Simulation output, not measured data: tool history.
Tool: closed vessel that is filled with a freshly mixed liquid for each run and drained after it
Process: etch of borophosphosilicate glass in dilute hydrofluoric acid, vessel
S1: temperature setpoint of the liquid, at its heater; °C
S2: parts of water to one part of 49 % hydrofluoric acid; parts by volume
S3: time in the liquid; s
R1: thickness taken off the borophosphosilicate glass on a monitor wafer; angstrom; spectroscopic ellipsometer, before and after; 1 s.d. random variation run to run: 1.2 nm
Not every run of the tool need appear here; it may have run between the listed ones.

{"run": 1, "day": 0.0, "S1": 24, "S2": 80, "S3": 105, "R1": 1193.1}
{"run": 2, "day": 0.258, "S1": 24, "S2": 105, "S3": 105, "R1": 886.46}
{"run": 3, "day": 0.321, "S1": 25.5, "S2": 90, "S3": 105, "R1": 1109.5}
{"run": 4, "day": 0.604, "S1": 26.5, "S2": 80, "S3": 105, "R1": 1322.8}
{"day": 0.867, "done": "hydrofluoric acid flow meter replaced"}
{"run": 5, "day": 0.867, "S1": 27.5, "S2": 70, "S3": 105, "R1": 1503.2}
{"run": 6, "day": 0.917, "S1": 27.5, "S2": 50, "S3": 105, "R1": 2170.2}
{"run": 7, "day": 0.996, "S1": 28, "S2": 45, "S3": 105, "R1": 2462.2}
{"run": 8, "day": 1.158, "S1": 32, "S2": 25, "S3": 105, "R1": 5378.4}
{"run": 9, "day": 1.425, "S1": 31.5, "S2": 25, "S3": 105, "R1": 5280.2}

For run 10, what comes out?
{"run": 10, "day": 1.608, "S1": 27.5, "S2": 25, "S3": 105, "R1": "?"}

Logged for run 10: R1 4496.5 angstrom.
